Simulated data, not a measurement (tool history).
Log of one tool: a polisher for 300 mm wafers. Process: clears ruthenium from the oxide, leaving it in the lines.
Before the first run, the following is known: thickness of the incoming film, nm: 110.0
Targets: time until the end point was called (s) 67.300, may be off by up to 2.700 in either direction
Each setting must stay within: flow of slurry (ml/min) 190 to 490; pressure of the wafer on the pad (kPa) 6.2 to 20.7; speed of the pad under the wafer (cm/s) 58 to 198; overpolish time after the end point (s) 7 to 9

run    day  flow of slurry (ml/min)  pressure of the wafer on the pad (kPa)  speed of the pad under the wafer (cm/s)  overpolish time after the end point (s)  time until the end point was called (s)
  1  0.000                      315                                    13.1                                      128                                        9                                   88.191
  2  0.308                      315                                    13.8                                      128                                        9                                   87.257
  3  0.550                      315                                    11.7                                      128                                        9                                  101.120
  4  0.854                      315                                    12.4                                      128                                        9                                   94.905
  5  1.012                      315                                    12.4                                      128                                        7                                   94.138
  6  1.208                      315                                    13.1                                      128                                        7                                   90.707
  7  1.450                      315                                    13.8                                      128                                        7                                   86.291
  8  1.821                      315                                    14.5                                      128                                        7                                   81.565
  9  2.175                      315                                    15.2                                      128                                        7                                   77.606
 10  2.433                      315                                    16.5                                      128                                        7                                   72.077

Next run, 4 choices. One meets every target within its allowed miss, the rest don't. Which?
  A  2.692                      310                                    15.2                                      134                                        7                                        ?
  B  2.692                      300                                    14.5                                      132                                        9                                        ?
  C  2.692                      290                                    16.5                                      140                                        7                                        ?
  D  2.692                      310                                    16.5                                      120                                        9                                        ?

move  time until the end point was called (s)
   A                                   74.754
   B                                   79.625
   C                                   66.255
   D                                   76.429
A: misses by more than the last run did
B: misses by more than the last run did
C: every result within its allowed miss
D: misses by more than the last run did
Move C is the one to make.
